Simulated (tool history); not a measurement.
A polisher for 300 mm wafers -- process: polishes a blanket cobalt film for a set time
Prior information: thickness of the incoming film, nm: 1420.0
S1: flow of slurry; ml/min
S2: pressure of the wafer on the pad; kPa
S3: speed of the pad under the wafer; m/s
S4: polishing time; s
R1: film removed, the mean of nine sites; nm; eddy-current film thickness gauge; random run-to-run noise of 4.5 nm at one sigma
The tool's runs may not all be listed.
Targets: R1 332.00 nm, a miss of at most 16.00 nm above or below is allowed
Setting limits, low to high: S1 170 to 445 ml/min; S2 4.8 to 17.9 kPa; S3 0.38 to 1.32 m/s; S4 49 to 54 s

run    day   S1    S2    S3  S4      R1
  1  0.000  285  11.0  0.84  54  186.66
  2  0.042  285  12.4  0.84  54  204.87
  3  0.350  285  11.0  0.84  54  184.10
  4  0.462  285  12.4  0.84  54  205.25
  5  0.512  285  13.8  0.86  54  234.56
  6  0.750  285  13.8  0.86  54  229.43
  7  0.812  285  14.5  0.88  54  250.06
  8  1.125  285  15.2  0.88  54  254.90
  9  1.212  285  15.9  0.90  54  269.82
 10  1.371  285  16.5  0.92  54  291.50
 11  1.562  285  17.2  0.94  54  302.31
 12  1.912  285  17.2  0.96  54  314.53

Which single option among these 4 for the next run brings every result within its allowed miss of target? Just one does.
  A  2.262  275  17.2  0.94  52   ?
  B  2.262  275  17.9  0.96  51   ?
  C  2.262  240  16.5  1.20  54   ?
  D  2.262  375  17.9  0.94  54   ?

move      R1
   A  295.00
   B  306.14
   C  369.68
   D  325.53
A: its largest miss is bigger than the last run's
B: its largest miss is bigger than the last run's
C: takes the result that was furthest off past its target
D: every result lands within tolerance
Answer: D

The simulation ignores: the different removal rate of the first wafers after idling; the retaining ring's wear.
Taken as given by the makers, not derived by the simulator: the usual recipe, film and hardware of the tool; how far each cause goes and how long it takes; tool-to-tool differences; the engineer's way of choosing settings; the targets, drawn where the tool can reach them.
